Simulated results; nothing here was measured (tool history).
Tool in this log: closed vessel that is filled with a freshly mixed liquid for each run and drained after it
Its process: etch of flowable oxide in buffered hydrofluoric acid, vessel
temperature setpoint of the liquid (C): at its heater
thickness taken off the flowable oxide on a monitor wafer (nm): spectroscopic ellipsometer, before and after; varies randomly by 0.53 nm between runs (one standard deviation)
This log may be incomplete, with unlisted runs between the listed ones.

run    day  temperature setpoint of the liquid (C)  parts of 40 % ammonium fluoride to one part of 49 % hydrofluoric acid (parts by volume)  time in the liquid (s)  thickness taken off the flowable oxide on a monitor wafer (nm)
  1      0                                      21                                                                                       10                      35                                                           128.3
  2   0.25                                    22.5                                                                                       10                      35                                                          139.49
  3   0.35                                    22.5                                                                                       10                      30                                                          120.09
  4  0.604                                    22.5                                                                                     11.5                      30                                                          104.54
  5  0.754                                      26                                                                                     11.5                      30                                                          126.95
  6  0.871                                      26                                                                                       14                      30                                                          103.98
  7    1.2                                      27                                                                                     13.5                      30                                                          114.06

Run 8, settings as shown, results not yet in. Your forecast:
  8  1.304                                    27.5                                                                                       13                      30                                                               ?

thickness taken off the flowable oxide on a monitor wafer (nm): 120.62

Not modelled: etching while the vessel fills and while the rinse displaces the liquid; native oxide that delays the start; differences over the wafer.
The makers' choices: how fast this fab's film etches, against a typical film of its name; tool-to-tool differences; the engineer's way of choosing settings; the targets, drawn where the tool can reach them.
